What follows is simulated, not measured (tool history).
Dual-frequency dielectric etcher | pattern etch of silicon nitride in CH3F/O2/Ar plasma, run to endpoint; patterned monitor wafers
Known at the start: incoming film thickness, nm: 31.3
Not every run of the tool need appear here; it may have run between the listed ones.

run	hour	source power (W)	bias power (W)	endpoint time (s)
1	0	420	59	51.602
2	0.5	380	59	53.455
3	9.4	380	64	52.06
4	16.7	400	64	50.91
5	24.2	410	64	50.689
6	29.5	420	64	50.104
7	36.5	430	64	49.857

Estimate the outcome of run 8 from the log above:
8	38.2	440	64	?

Run 8 produced endpoint time (s) 49.438.
